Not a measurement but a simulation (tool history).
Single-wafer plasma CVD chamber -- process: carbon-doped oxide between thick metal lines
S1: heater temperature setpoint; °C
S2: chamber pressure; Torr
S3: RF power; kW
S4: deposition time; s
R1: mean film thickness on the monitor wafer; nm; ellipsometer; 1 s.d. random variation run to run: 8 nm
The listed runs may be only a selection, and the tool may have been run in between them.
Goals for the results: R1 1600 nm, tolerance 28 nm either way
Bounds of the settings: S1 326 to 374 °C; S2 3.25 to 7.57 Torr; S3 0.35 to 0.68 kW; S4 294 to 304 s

{"run": 1, "day": 0.0, "S1": 350, "S2": 5.41, "S3": 0.515, "S4": 294, "R1": 1417.3}
{"run": 2, "day": 0.167, "S1": 350, "S2": 4.98, "S3": 0.515, "S4": 294, "R1": 1413.5}
{"run": 3, "day": 0.229, "S1": 349, "S2": 5.06, "S3": 0.525, "S4": 294, "R1": 1440.4}
{"run": 4, "day": 0.338, "S1": 347, "S2": 5.13, "S3": 0.53, "S4": 294, "R1": 1457.7}
{"run": 5, "day": 0.579, "S1": 345, "S2": 5.21, "S3": 0.535, "S4": 294, "R1": 1481.8}
{"run": 6, "day": 0.667, "S1": 343, "S2": 5.29, "S3": 0.54, "S4": 294, "R1": 1507.5}
{"run": 7, "day": 1.038, "S1": 341, "S2": 5.35, "S3": 0.54, "S4": 294, "R1": 1507.1}
{"run": 8, "day": 1.096, "S1": 340, "S2": 5.41, "S3": 0.545, "S4": 294, "R1": 1532.5}

Which of these 4 next moves meets every target?
{"run": "A", "day": 1.154, "S1": 346, "S2": 5.4, "S3": 0.525, "S4": 304, "R1": "?"}
{"run": "B", "day": 1.154, "S1": 349, "S2": 4.42, "S3": 0.565, "S4": 304, "R1": "?"}
{"run": "C", "day": 1.154, "S1": 335, "S2": 5.01, "S3": 0.57, "S4": 298, "R1": "?"}
{"run": "D", "day": 1.154, "S1": 343, "S2": 5.12, "S3": 0.505, "S4": 294, "R1": "?"}

move=A R1=1505.8
move=B R1=1526.9
move=C R1=1603
move=D R1=1419.1
A: further off than the last run
B: further off than the last run
C: hits every target within its allowed miss
D: further off than the last run
So the answer is move C, the one that meets all the targets.
